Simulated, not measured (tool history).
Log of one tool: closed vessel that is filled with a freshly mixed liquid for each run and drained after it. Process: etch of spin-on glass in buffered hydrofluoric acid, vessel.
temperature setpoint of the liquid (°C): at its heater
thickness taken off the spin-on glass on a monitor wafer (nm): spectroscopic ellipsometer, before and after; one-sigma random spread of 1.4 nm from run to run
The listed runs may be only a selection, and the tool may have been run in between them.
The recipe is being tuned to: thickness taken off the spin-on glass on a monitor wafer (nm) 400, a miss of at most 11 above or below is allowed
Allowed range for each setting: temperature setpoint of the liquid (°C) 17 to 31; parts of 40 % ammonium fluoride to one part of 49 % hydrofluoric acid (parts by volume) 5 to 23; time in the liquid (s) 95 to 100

run  hour  temperature setpoint of the liquid (°C)  parts of 40 % ammonium fluoride to one part of 49 % hydrofluoric acid (parts by volume)  time in the liquid (s)  thickness taken off the spin-on glass on a monitor wafer (nm)
  1     0                                       23                                                                                       14                      95                                                         249.02
  2   6.6                                     25.5                                                                                       14                      95                                                         284.01
  3  12.2                                     23.5                                                                                       14                      95                                                          254.7
  4  17.6                                     23.5                                                                                       14                      95                                                         253.84
  5  24.1                                       25                                                                                       14                      95                                                         277.18
  6  31.1                                     26.5                                                                                       14                      95                                                         300.95
  7  37.5                                     27.5                                                                                       14                      95                                                          317.5
  8  41.6                                       28                                                                                       14                      95                                                         326.81
  9  48.5                                     28.5                                                                                       14                      95                                                         334.99
 10  49.9                                       29                                                                                       14                      95                                                         343.08
 11  52.4                                     29.5                                                                                       14                      95                                                         353.57

Which one of the following 4 next-run settings gets every result inside its allowed miss? There is exactly one.
  A  54.9                                       29                                                                                       16                     100                                                              ?
  B  54.9                                     27.5                                                                                     13.5                      95                                                              ?
  C  54.9                                     29.5                                                                                       17                      95                                                              ?
  D  54.9                                       28                                                                                       12                     100                                                              ?

move  thickness taken off the spin-on glass on a monitor wafer (nm)
   A                                                         316.22
   B                                                         327.67
   C                                                         290.63
   D                                                         397.46
A: lands further from the targets than the last run did
B: lands further from the targets than the last run did
C: lands further from the targets than the last run did
D: all results in spec
The right move is D.
